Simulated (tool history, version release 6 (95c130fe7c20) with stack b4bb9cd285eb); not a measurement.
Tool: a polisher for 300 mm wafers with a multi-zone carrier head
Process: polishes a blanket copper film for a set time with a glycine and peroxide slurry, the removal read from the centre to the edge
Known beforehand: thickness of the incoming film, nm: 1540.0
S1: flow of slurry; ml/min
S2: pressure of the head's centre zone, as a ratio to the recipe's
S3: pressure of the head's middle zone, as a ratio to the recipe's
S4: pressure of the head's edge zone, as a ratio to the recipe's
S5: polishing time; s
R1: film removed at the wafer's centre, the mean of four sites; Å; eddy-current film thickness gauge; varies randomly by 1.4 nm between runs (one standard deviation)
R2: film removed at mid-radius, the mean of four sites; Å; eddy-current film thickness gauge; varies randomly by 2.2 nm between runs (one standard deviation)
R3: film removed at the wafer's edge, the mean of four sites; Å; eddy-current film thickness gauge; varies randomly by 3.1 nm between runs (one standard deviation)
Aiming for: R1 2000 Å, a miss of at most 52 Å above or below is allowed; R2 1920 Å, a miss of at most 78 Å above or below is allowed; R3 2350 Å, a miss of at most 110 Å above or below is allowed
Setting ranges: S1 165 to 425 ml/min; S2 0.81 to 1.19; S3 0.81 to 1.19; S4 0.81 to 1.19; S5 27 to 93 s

run 1 hour=0 | S1=275 S2=1 S3=1 S4=1 S5=59 | R1=2977.5 R2=3000.3 R3=2897.7
run 2 hour=1.9 | S1=265 S2=0.97 S3=0.95 S4=1.02 S5=55 | R1=2646.1 R2=2641.2 R3=2781.5
run 3 hour=4.9 | S1=265 S2=0.97 S3=1 S4=1.02 S5=55 | R1=2674.1 R2=2781.8 R3=2863.2
run 4 hour=12 | S1=255 S2=0.95 S3=0.95 S4=1.02 S5=52 | R1=2488.2 R2=2493.5 R3=2616.9
run 5 hour=15.5 | S1=255 S2=0.95 S3=0.95 S4=0.94 S5=52 | R1=2426.3 R2=2441.9 R3=2580.8
run 6 hour=23 | S1=255 S2=0.91 S3=0.95 S4=0.94 S5=52 | R1=2340.8 R2=2517.1 R3=2523.9
run 7 hour=24 | S1=235 S2=0.9 S3=0.91 S4=0.96 S5=51 | R1=2275.6 R2=2275.2 R3=2503.4
run 8 hour=30.4 | S1=225 S2=0.88 S3=0.89 S4=0.95 S5=50 | R1=2174.6 R2=2227.5 R3=2395.5
run 9 hour=33.5 | S1=215 S2=0.87 S3=0.87 S4=0.99 S5=49 | R1=2077 R2=2165.9 R3=2475.6
run 10 hour=41.4 | S1=210 S2=0.87 S3=0.85 S4=0.98 S5=48 | R1=2052.6 R2=2061.7 R3=2348.9
run 11 hour=46.1 | S1=200 S2=0.87 S3=0.84 S4=1 S5=48 | R1=2043.8 R2=2024.7 R3=2407.6

Consider the 5 candidate settings below. Which is the only one whose results all fall within their allowed miss of target?
run A hour=50.8 | S1=280 S2=0.86 S3=0.81 S4=1.08 S5=49 | R1=? R2=? R3=?
run B hour=50.8 | S1=205 S2=0.93 S3=0.81 S4=1 S5=47 | R1=? R2=? R3=?
run C hour=50.8 | S1=230 S2=1.01 S3=0.9 S4=0.93 S5=43 | R1=? R2=? R3=?
run D hour=50.8 | S1=165 S2=0.88 S3=0.81 S4=0.98 S5=48 | R1=? R2=? R3=?
run E hour=50.8 | S1=210 S2=0.9 S3=0.91 S4=0.97 S5=48 | R1=? R2=? R3=?

move=A R1=2112.2 R2=2081.6 R3=2577.1
move=B R1=2120.3 R2=1937.3 R3=2327.1
move=C R1=2137.3 R2=1954.9 R3=2072.6
move=D R1=1993.1 R2=1931.7 R3=2311.9
move=E R1=2102.4 R2=2183.4 R3=2343.4
A: misses by more than the last run did
B: puts the biggest miss on target and leaves a different result outside tolerance
C: puts the biggest miss on target and leaves a different result outside tolerance
D: each result inside its tolerance
E: misses by more than the last run did
Move D is the one to make.

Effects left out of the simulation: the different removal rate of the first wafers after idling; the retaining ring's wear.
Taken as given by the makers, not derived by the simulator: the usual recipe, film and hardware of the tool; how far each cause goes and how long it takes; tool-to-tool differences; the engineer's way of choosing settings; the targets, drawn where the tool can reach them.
